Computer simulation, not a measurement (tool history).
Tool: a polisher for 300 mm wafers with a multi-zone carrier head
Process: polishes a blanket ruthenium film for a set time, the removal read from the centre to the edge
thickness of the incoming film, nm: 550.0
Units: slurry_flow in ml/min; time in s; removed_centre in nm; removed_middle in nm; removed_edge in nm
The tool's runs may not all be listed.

run	day	slurry_flow	centre_zone	middle_zone	edge_zone	time	removed_centre	removed_middle	removed_edge
1	0	210	1	1	1	72	55.858	55.562	56.727
2	0.346	210	1	1	1	84	66.131	64.643	66.81
3	0.571	210	0.98	1.01	1	84	66.698	65.563	64.834
4	0.729	210	0.98	0.94	1	84	65.151	61.444	67.279
5	1.067	215	0.95	0.96	1.01	84	62.724	62.381	66.74
6	1.154	215	0.95	0.96	1.01	69	51.613	51.293	54.791
7	1.438	220	0.94	0.99	1.04	71	53.504	55.303	58.117
8	1.742	230	0.94	1.01	1.06	71	53.667	55.926	57.4
9	2.104	230	0.93	1.02	1.08	73	54.641	57.811	59.911

The next listed run, before its measurement:
10	2.129	235	0.93	1.04	1.1	74	?	?	?

Run 10 gave removed_centre 54.769 nm, removed_middle 60.221 nm, removed_edge 60.866 nm.
